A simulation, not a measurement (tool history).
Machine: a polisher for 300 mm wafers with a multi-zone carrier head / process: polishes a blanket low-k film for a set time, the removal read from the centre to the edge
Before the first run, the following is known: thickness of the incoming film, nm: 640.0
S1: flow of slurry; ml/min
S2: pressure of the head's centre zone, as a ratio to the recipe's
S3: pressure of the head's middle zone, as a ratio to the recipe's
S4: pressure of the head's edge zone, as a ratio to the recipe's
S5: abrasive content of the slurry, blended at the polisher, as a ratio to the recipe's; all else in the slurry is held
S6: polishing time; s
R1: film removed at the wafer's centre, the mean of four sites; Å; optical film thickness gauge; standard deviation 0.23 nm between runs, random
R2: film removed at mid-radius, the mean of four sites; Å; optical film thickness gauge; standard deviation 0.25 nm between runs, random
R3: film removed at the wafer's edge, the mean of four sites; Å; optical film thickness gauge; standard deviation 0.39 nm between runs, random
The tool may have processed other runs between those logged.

run 1 hour=0.0 | S1=235 S2=1.00 S3=1.00 S4=1.00 S5=1.00 S6=65 | R1=372.84 R2=376.01 R3=376.57
run 2 hour=0.7 | S1=235 S2=1.00 S3=1.00 S4=1.09 S5=1.00 S6=65 | R1=367.10 R2=373.29 R3=381.26
run 3 hour=8.1 | S1=235 S2=0.94 S3=1.00 S4=1.09 S5=1.00 S6=65 | R1=341.28 R2=378.83 R3=385.11
run 4 hour=13.0 | S1=235 S2=1.01 S3=1.00 S4=1.09 S5=1.00 S6=65 | R1=369.73 R2=372.56 R3=386.36
run 5 hour=16.9 | S1=235 S2=1.01 S3=1.00 S4=1.09 S5=1.10 S6=65 | R1=385.39 R2=397.00 R3=404.44
run 6 hour=25.5 | S1=200 S2=1.01 S3=1.00 S4=1.09 S5=1.10 S6=65 | R1=375.10 R2=384.08 R3=395.55
run 7 hour=33.0 | S1=195 S2=0.96 S3=1.01 S4=1.04 S5=1.00 S6=65 | R1=341.26 R2=366.77 R3=363.88
run 8 hour=39.0 | S1=180 S2=0.93 S3=1.02 S4=1.02 S5=1.00 S6=65 | R1=326.93 R2=365.25 R3=366.31
run 9 hour=45.1 | S1=175 S2=0.91 S3=1.04 S4=0.99 S5=0.95 S6=65 | R1=309.47 R2=362.85 R3=342.50

Run 10 has not been measured yet. What should we expect?
run 10 hour=51.7 | S1=165 S2=0.90 S3=1.04 S4=0.98 S5=0.95 S6=65 | R1=? R2=? R3=?

{"run 10": {"R1": 307.64, "R2": 358.79, "R3": 345.63}}
